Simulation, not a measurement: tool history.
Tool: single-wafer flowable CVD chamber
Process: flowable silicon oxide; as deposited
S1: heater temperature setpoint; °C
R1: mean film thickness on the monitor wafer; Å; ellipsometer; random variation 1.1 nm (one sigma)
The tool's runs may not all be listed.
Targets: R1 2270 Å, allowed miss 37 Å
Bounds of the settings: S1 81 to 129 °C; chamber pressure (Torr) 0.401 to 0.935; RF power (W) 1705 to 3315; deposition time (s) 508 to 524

{"run": 1, "hour": 0.0, "S1": 105, "chamber pressure (Torr)": 0.668, "RF power (W)": 2510, "deposition time (s)": 508, "R1": 2105.2}
{"run": 2, "hour": 3.5, "S1": 105, "chamber pressure (Torr)": 0.576, "RF power (W)": 2510, "deposition time (s)": 508, "R1": 1827.3}
{"run": 3, "hour": 7.6, "S1": 104, "chamber pressure (Torr)": 0.576, "RF power (W)": 2510, "deposition time (s)": 508, "R1": 1869.1}
{"run": 4, "hour": 13.3, "S1": 103, "chamber pressure (Torr)": 0.576, "RF power (W)": 2510, "deposition time (s)": 508, "R1": 1961.2}
{"hour": 20.3, "done": "capacitance manometer re-zeroed and calibrated"}
{"run": 5, "hour": 20.3, "S1": 112, "chamber pressure (Torr)": 0.576, "RF power (W)": 2510, "deposition time (s)": 508, "R1": 1339.2}
{"run": 6, "hour": 27.0, "S1": 111, "chamber pressure (Torr)": 0.576, "RF power (W)": 2510, "deposition time (s)": 508, "R1": 1380.4}
{"run": 7, "hour": 33.2, "S1": 110, "chamber pressure (Torr)": 0.576, "RF power (W)": 2510, "deposition time (s)": 508, "R1": 1429.7}
{"run": 8, "hour": 38.3, "S1": 109, "chamber pressure (Torr)": 0.576, "RF power (W)": 2510, "deposition time (s)": 508, "R1": 1485.1}
{"run": 9, "hour": 45.1, "S1": 97, "chamber pressure (Torr)": 0.577, "RF power (W)": 2510, "deposition time (s)": 508, "R1": 2339}

4 next moves are on the table. One of them brings every result within its allowed miss. Which?
{"run": "A", "hour": 51.9, "S1": 96, "chamber pressure (Torr)": 0.556, "RF power (W)": 2465, "deposition time (s)": 508, "R1": "?"}
{"run": "B", "hour": 51.9, "S1": 96, "chamber pressure (Torr)": 0.557, "RF power (W)": 2875, "deposition time (s)": 508, "R1": "?"}
{"run": "C", "hour": 51.9, "S1": 98, "chamber pressure (Torr)": 0.618, "RF power (W)": 2530, "deposition time (s)": 509, "R1": "?"}
{"run": "D", "hour": 51.9, "S1": 98, "chamber pressure (Torr)": 0.589, "RF power (W)": 2250, "deposition time (s)": 508, "R1": "?"}

move=A R1=2337
move=B R1=2381.8
move=C R1=2411.6
move=D R1=2260.8
A: as far off as the last run
B: further off than the last run
C: further off than the last run
D: meets every target
The right move is D.
